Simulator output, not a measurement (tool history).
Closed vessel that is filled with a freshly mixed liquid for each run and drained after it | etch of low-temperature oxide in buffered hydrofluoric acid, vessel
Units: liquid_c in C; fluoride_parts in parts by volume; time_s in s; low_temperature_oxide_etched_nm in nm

run,hour,liquid_c,fluoride_parts,time_s,low_temperature_oxide_etched_nm
1,0,23,16,100,250.25
2,5.3,23,13.5,100,293.96
3,6.7,23,10.5,100,380.92
4,14.3,21,10.5,100,337.24
5,18.2,21,10.5,105,353.94
6,25.2,17.5,10.5,105,290.67
7,32.5,17.5,11.5,105,267.44
8,36.4,17.5,12.5,105,245.83
9,38.9,17.5,13.5,105,229.41
10,47.6,17,18.5,105,163.66
11,48.3,17,19,105,161.11

Run 12 comes next. What will it give?
12,51.5,17,19.5,105,?

{"run 12": {"low_temperature_oxide_etched_nm": 155.16}}
